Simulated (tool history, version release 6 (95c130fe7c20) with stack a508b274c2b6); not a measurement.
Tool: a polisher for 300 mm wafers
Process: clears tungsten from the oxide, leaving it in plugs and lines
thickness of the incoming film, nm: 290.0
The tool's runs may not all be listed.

run,hour,flow of slurry (ml/min),pressure of the wafer on the pad (kPa),speed of the pad under the wafer (m/s),abrasive content of the slurry,overpolish time after the end point (s),time until the end point was called (s)
1,0,180,33.1,1.04,1,21,50.219
2,4.6,180,31,1.04,1,21,55.711
3,12.8,180,30.3,1.04,1,21,56.055
4,21.6,180,35.9,1.04,1,21,48.046
5,29.7,180,33.1,1.04,1,21,51.93
6,33.3,180,31,1.04,1,21,54.599

Run 7 comes next. What will it give?
7,40.6,180,29.6,1.04,1,21,?

Run 7 gave time until the end point was called (s) 56.615.

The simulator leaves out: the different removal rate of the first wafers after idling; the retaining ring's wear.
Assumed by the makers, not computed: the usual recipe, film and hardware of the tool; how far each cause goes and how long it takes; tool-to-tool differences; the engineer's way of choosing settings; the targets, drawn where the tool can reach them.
